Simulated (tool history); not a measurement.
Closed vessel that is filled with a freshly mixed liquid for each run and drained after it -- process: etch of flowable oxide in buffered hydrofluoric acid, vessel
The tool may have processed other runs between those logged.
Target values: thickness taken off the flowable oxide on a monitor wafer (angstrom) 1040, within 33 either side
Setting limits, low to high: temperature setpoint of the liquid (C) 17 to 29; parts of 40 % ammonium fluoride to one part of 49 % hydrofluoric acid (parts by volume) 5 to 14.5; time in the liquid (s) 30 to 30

run  hour  temperature setpoint of the liquid (C)  parts of 40 % ammonium fluoride to one part of 49 % hydrofluoric acid (parts by volume)  time in the liquid (s)  thickness taken off the flowable oxide on a monitor wafer (angstrom)
  1     0                                      21                                                                                        9                      30                                                                1614.3
  2   6.1                                    22.5                                                                                        9                      30                                                                1721.6
  3  14.7                                    22.5                                                                                       11                      30                                                                1480.8
  4  23.9                                    19.5                                                                                       11                      30                                                                1240.4
  5    32                                      19                                                                                       11                      30                                                                  1225
  6  37.2                                      19                                                                                        9                      30                                                                  1423
  7    41                                    18.5                                                                                      9.5                      30                                                                1328.6
  8  46.4                                    18.5                                                                                       10                      30                                                                1276.7
  9  48.8                                    17.5                                                                                       11                      30                                                                1113.3

Which single option among these 4 for the next run brings every result within its allowed miss of target? Just one does.
  A  51.2                                      17                                                                                     10.5                      30                                                                     ?
  B  51.2                                      18                                                                                       11                      30                                                                     ?
  C  51.2                                    18.5                                                                                     12.5                      30                                                                     ?
  D  51.2                                    18.5                                                                                     11.5                      30                                                                     ?

move  thickness taken off the flowable oxide on a monitor wafer (angstrom)
   A                                                                  1127
   B                                                                1140.1
   C                                                                  1035
   D                                                                  1123
A: moves away from the targets compared with the last run
B: moves away from the targets compared with the last run
C: meets every target
D: moves away from the targets compared with the last run
Move C is the one to make.

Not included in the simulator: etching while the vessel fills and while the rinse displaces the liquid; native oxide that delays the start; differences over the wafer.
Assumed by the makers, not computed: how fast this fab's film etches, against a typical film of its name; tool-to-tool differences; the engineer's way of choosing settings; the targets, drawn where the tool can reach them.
